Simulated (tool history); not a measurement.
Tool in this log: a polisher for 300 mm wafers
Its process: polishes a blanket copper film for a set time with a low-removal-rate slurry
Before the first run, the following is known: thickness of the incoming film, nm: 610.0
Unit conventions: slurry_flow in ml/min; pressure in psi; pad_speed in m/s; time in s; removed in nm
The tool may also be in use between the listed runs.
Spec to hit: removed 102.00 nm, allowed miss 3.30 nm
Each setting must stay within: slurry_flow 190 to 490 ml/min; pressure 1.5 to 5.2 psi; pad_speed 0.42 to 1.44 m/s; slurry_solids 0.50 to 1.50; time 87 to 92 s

run    day  slurry_flow  pressure  pad_speed  slurry_solids  time  removed
  1  0.000          315       3.3       0.92           1.00    87   239.28
  2  0.342          315       2.9       0.86           1.00    87   200.32
  3  0.433          315       2.6       0.80           1.00    87   168.73
  4  0.796          315       2.6       0.58           1.00    87   123.28
  5  1.117          315       2.6       0.58           1.20    87   126.53
  6  1.467          240       2.6       0.58           1.20    87   125.25
  7  1.733          240       2.4       0.58           1.20    87   116.45
  8  2.017          240       2.3       0.58           1.20    87   112.35
  9  2.279          240       2.2       0.58           1.20    87   106.26

Exercise: of the 4 proposed moves below, exactly one satisfies all targets within the stated allowed misses. Which move is it?
  A  2.542          265       1.8       0.66           1.35    92        ?
  B  2.542          190       1.8       0.74           1.05    90        ?
  C  2.542          225       2.2       0.58           1.20    88        ?
  D  2.542          215       2.5       0.52           1.00    87        ?

move  removed
   A   111.63
   B   109.84
   C   108.04
   D   103.34
A: lands further from the targets than the last run did
B: lands further from the targets than the last run did
C: lands further from the targets than the last run did
D: each result inside its tolerance
Correct choice: D, which meets every target
